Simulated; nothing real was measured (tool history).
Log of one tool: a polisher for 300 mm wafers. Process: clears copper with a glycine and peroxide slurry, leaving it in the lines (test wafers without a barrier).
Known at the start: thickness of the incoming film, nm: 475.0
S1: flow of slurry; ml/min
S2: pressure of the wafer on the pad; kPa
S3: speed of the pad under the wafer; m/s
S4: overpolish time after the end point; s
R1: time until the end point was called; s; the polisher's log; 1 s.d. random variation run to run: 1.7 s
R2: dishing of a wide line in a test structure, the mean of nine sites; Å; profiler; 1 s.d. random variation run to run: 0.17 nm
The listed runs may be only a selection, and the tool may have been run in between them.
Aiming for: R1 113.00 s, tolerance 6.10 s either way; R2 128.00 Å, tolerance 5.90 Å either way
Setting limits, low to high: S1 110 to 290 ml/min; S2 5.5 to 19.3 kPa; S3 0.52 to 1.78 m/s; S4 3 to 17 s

| run | hour | S1 | S2 | S3 | S4 | R1 | R2 |
|---|---|---|---|---|---|---|---|
| 1 | 0.0 | 185 | 12.4 | 1.14 | 9 | 123.33 | 239.09 |
| 2 | 7.6 | 180 | 11.7 | 1.18 | 8 | 120.59 | 217.60 |
| 3 | 16.4 | 180 | 9.7 | 1.18 | 8 | 137.31 | 200.74 |
| 4 | 21.1 | 180 | 9.7 | 1.18 | 6 | 138.04 | 156.03 |
| 5 | 23.6 | 180 | 9.7 | 1.42 | 6 | 124.80 | 174.90 |
| 6 | 25.9 | 185 | 10.3 | 1.38 | 5 | 121.01 | 153.99 |
| 7 | 27.7 | 195 | 12.4 | 1.28 | 3 | 109.74 | 102.72 |
| 8 | 31.0 | 190 | 12.4 | 1.32 | 3 | 107.10 | 105.20 |
| 9 | 39.3 | 180 | 11.7 | 1.30 | 6 | 112.87 | 182.29 |

4 next moves are on the table. One of them brings every result within its allowed miss. Which?
| A | 47.6 | 180 | 11.7 | 1.26 | 11 | ? | ? |
| B | 47.6 | 225 | 9.7 | 1.54 | 9 | ? | ? |
| C | 47.6 | 165 | 9.7 | 1.56 | 4 | ? | ? |
| D | 47.6 | 140 | 11.7 | 1.34 | 8 | ? | ? |

| move | R1 | R2 |
|---|---|---|
| A | 118.56 | 288.90 |
| B | 112.03 | 256.52 |
| C | 114.71 | 128.64 |
| D | 116.39 | 229.35 |
A: its largest miss is bigger than the last run's
B: its largest miss is bigger than the last run's
C: all results in spec
D: its largest miss is bigger than the last run's
The right move is C.
